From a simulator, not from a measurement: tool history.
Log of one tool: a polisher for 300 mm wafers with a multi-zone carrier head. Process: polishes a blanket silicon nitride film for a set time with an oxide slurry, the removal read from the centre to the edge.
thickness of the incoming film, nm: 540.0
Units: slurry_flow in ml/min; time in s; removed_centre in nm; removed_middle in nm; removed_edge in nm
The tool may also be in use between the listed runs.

run,hour,slurry_flow,centre_zone,middle_zone,edge_zone,slurry_solids,time,removed_centre,removed_middle,removed_edge
1,0,150,1,1,1,1,89,47.399,47.503,48.334
2,6.9,150,1,1.09,1,1,89,47.511,50.307,48.71
3,10.9,160,1.02,1.09,1.05,1.05,89,49.4,52.219,52.228
4,13.8,160,1.02,1.12,1.05,1.05,89,49.581,54.099,51.189
5,17.2,170,1.04,1.1,1.08,1.1,89,51.417,54.026,52.949
6,20.8,205,1.04,1.1,1.08,1.1,89,52.597,56.081,54.641
7,24.8,205,1.05,1.09,1.1,1.15,89,54.35,56.197,55.577
8,31.4,205,1.05,1.08,1.12,1.2,89,54.591,56.319,57.865

Run 9 comes next. What will it give?
9,37.5,205,1.06,1.08,1.13,1.25,89,?,?,?

removed_centre: 55.684 nm
removed_middle: 56.83 nm
removed_edge: 58.186 nm
